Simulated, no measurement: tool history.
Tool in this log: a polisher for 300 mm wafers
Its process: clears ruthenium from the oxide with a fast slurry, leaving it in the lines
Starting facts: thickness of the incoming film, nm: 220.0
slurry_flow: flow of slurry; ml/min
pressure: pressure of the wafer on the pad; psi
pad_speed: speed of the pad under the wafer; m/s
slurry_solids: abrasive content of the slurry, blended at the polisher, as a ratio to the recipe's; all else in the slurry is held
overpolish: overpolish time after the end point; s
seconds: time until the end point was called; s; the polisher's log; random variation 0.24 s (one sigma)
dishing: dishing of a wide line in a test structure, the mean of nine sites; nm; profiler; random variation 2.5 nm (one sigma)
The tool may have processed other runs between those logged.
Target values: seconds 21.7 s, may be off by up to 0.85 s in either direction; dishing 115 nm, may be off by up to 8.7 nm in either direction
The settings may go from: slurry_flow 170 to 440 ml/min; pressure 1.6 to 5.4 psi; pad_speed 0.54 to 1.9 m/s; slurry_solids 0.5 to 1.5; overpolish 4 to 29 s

{"run": 1, "hour": 0.0, "slurry_flow": 280, "pressure": 3.5, "pad_speed": 1.22, "slurry_solids": 1, "overpolish": 15, "seconds": 35.924, "dishing": 68.271}
{"run": 2, "hour": 7.0, "slurry_flow": 280, "pressure": 3.5, "pad_speed": 1.06, "slurry_solids": 1, "overpolish": 15, "seconds": 39.935, "dishing": 63.951}
{"run": 3, "hour": 10.4, "slurry_flow": 280, "pressure": 3.8, "pad_speed": 1.08, "slurry_solids": 1, "overpolish": 15, "seconds": 36.207, "dishing": 72.909}
{"run": 4, "hour": 18.3, "slurry_flow": 280, "pressure": 4.1, "pad_speed": 1.1, "slurry_solids": 1, "overpolish": 15, "seconds": 33.249, "dishing": 72.626}
{"run": 5, "hour": 22.7, "slurry_flow": 280, "pressure": 4.3, "pad_speed": 1.12, "slurry_solids": 1, "overpolish": 16, "seconds": 31.663, "dishing": 86.071}
{"run": 6, "hour": 27.7, "slurry_flow": 280, "pressure": 4.5, "pad_speed": 1.14, "slurry_solids": 1, "overpolish": 16, "seconds": 29.013, "dishing": 87.11}
{"run": 7, "hour": 32.6, "slurry_flow": 280, "pressure": 4.5, "pad_speed": 1.14, "slurry_solids": 1, "overpolish": 16, "seconds": 29.865, "dishing": 86.755}
{"run": 8, "hour": 40.9, "slurry_flow": 280, "pressure": 4.7, "pad_speed": 1.16, "slurry_solids": 1, "overpolish": 16, "seconds": 28.038, "dishing": 89.741}
{"run": 9, "hour": 47.2, "slurry_flow": 280, "pressure": 4.8, "pad_speed": 1.18, "slurry_solids": 1, "overpolish": 16, "seconds": 27.738, "dishing": 94.838}
{"run": 10, "hour": 48.1, "slurry_flow": 280, "pressure": 4.9, "pad_speed": 1.22, "slurry_solids": 1, "overpolish": 16, "seconds": 26.629, "dishing": 93.937}
{"run": 11, "hour": 56.3, "slurry_flow": 280, "pressure": 5, "pad_speed": 1.24, "slurry_solids": 1, "overpolish": 16, "seconds": 26.029, "dishing": 95.745}
{"run": 12, "hour": 64.7, "slurry_flow": 280, "pressure": 5.1, "pad_speed": 1.28, "slurry_solids": 1, "overpolish": 16, "seconds": 23.958, "dishing": 97.057}

Next run, 5 choices. One meets every target within its allowed miss, the rest don't. Which?
{"run": "A", "hour": 73.1, "slurry_flow": 260, "pressure": 4.8, "pad_speed": 1.06, "slurry_solids": 1.05, "overpolish": 23, "seconds": "?", "dishing": "?"}
{"run": "B", "hour": 73.1, "slurry_flow": 260, "pressure": 5, "pad_speed": 1.04, "slurry_solids": 1.05, "overpolish": 25, "seconds": "?", "dishing": "?"}
{"run": "C", "hour": 73.1, "slurry_flow": 255, "pressure": 5.3, "pad_speed": 1.34, "slurry_solids": 1.15, "overpolish": 10, "seconds": "?", "dishing": "?"}
{"run": "D", "hour": 73.1, "slurry_flow": 390, "pressure": 4.9, "pad_speed": 1.62, "slurry_solids": 0.9, "overpolish": 12, "seconds": "?", "dishing": "?"}
{"run": "E", "hour": 73.1, "slurry_flow": 310, "pressure": 5.4, "pad_speed": 1.36, "slurry_solids": 1, "overpolish": 17, "seconds": "?", "dishing": "?"}

move=A seconds=28.441 dishing=120.81
move=B seconds=27.644 dishing=130.42
move=C seconds=21.337 dishing=79.713
move=D seconds=22.093 dishing=89.742
move=E seconds=21.782 dishing=117.83
A: its largest miss is bigger than the last run's
B: its largest miss is bigger than the last run's
C: gets the furthest-off result to its target, but another result is out of tolerance
D: gets the furthest-off result to its target, but another result is out of tolerance
E: every result within its allowed miss
Correct choice: E, which meets every target

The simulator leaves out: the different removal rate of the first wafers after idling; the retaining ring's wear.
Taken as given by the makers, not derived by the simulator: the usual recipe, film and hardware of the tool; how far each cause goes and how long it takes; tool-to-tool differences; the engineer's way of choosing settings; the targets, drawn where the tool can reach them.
